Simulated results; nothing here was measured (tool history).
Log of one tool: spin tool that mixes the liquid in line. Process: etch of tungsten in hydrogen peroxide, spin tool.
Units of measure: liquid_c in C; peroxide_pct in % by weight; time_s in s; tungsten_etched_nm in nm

run,hour,liquid_c,peroxide_pct,time_s,tungsten_etched_nm
1,0,55,19,55,151.79
2,7.6,55.5,19,55,155.57
3,15.5,56,19,55,160.3
4,16.9,52,19,55,125.94
5,18.7,52,19,60,138.81
6,27.3,52,20.5,60,143.66

Predict the results of run 7:
7,29,52.5,20.5,60,?

tungsten_etched_nm: 147.22 nm
